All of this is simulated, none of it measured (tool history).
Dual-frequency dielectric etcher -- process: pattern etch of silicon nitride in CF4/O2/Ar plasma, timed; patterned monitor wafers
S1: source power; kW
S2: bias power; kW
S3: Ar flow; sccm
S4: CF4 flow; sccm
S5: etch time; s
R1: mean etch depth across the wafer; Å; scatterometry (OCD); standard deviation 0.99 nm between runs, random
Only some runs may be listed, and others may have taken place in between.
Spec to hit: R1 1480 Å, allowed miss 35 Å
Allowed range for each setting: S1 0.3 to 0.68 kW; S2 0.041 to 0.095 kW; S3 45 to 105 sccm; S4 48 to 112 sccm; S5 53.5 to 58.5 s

run	day	S1	S2	S3	S4	S5	R1
1	0	0.49	0.068	75	80	58.5	1225.7
2	0.058	0.52	0.068	75	80	58.5	1282.7
3	0.325	0.49	0.068	75	80	58.5	1235.2
4	0.675	0.49	0.057	75	80	58.5	1151
5	0.996	0.49	0.057	81	80	58.5	1149.6
6	1.246	0.42	0.057	81	80	58.5	1006.7
7	1.321	0.47	0.058	81	80	58.5	1118.7
8	1.588	0.51	0.059	81	80	58.5	1191.8
9	1.854	0.54	0.06	81	80	58.5	1255.8
10	2.079	0.54	0.06	81	80	58.5	1249.6

Which single option among these 5 for the next run brings every result within its allowed miss of target? Just one does.
A	2.304	0.66	0.057	82	90	58.5	?
B	2.304	0.48	0.064	81	75	56	?
C	2.304	0.59	0.062	87	91	58.5	?
D	2.304	0.55	0.085	98	71	58.5	?
E	2.304	0.61	0.064	96	72	58.5	?

move	R1
A	1462.4
B	1112.5
C	1367.6
D	1409.3
E	1369.3
A: in spec on every target
B: lands further from the targets than the last run did
C: closer than the last run, but not yet in spec
D: closer than the last run, but not yet in spec
E: closer than the last run, but not yet in spec
A is the move that brings every result within its allowed miss.
